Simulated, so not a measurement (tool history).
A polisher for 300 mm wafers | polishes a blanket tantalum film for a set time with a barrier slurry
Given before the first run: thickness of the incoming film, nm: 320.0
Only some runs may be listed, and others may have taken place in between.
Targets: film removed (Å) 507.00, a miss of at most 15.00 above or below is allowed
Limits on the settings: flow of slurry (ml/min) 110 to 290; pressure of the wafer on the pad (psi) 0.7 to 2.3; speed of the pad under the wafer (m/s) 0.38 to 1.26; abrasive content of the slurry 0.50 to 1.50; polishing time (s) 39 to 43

run  hour  flow of slurry (ml/min)  pressure of the wafer on the pad (psi)  speed of the pad under the wafer (m/s)  abrasive content of the slurry  polishing time (s)  film removed (Å)
  1   0.0                      185                                     1.5                                    0.82                            1.00                  43            432.73
  2   8.8                      185                                     1.3                                    0.82                            1.00                  43            376.53
  3  16.8                      195                                     1.4                                    0.82                            1.00                  43            405.00
  4  21.8                      195                                     1.6                                    0.82                            1.00                  43            465.75
  5  28.3                      195                                     1.6                                    0.82                            0.80                  43            436.31
  6  29.2                      200                                     1.7                                    0.82                            0.80                  43            466.68
  7  34.1                      205                                     1.7                                    0.82                            0.80                  43            473.91
  8  43.1                      215                                     1.7                                    0.82                            0.80                  43            473.86

Consider the 4 candidate settings below. Which is the only one whose results all fall within their allowed miss of target?
  A  52.1                      205                                     1.9                                    0.74                            1.00                  43                 ?
  B  52.1                      210                                     1.9                                    0.74                            0.75                  43                 ?
  C  52.1                      230                                     1.7                                    0.84                            0.80                  39                 ?
  D  52.1                      210                                     2.0                                    0.74                            0.80                  40                 ?

move  film removed (Å)
   A            495.72
   B            462.21
   C            437.60
   D            459.82
A: all results land within tolerance of their targets
B: the biggest miss grows against the last run
C: the biggest miss grows against the last run
D: the biggest miss grows against the last run
The move that meets every target is A.
